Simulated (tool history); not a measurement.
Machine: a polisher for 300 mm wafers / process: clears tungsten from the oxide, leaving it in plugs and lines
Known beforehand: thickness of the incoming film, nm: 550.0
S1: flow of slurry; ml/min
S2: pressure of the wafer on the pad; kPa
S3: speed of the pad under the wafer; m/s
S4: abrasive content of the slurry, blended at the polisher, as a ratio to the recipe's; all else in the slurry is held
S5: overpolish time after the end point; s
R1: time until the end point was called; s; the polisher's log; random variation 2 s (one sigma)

run 1 hour=0 | S1=140 S2=24.1 S3=1 S4=1 S5=44 | R1=151.49
run 2 hour=7.4 | S1=105 S2=24.1 S3=1 S4=1 S5=44 | R1=158.95
run 3 hour=10 | S1=105 S2=26.2 S3=1.02 S4=1 S5=44 | R1=144.7
run 4 hour=17.8 | S1=105 S2=26.2 S3=0.84 S4=1 S5=44 | R1=175.93
run 5 hour=25.7 | S1=105 S2=26.2 S3=0.84 S4=1.1 S5=44 | R1=175.3
run 6 hour=33.5 | S1=105 S2=26.2 S3=0.84 S4=1.1 S5=47 | R1=179.07
run 7 hour=42.3 | S1=105 S2=29 S3=0.86 S4=1.1 S5=47 | R1=162.21

For run 8, what comes out?
run 8 hour=45.3 | S1=110 S2=35.9 S3=0.96 S4=1.1 S5=47 | R1=?

Run 8 yielded R1 120.26 s.

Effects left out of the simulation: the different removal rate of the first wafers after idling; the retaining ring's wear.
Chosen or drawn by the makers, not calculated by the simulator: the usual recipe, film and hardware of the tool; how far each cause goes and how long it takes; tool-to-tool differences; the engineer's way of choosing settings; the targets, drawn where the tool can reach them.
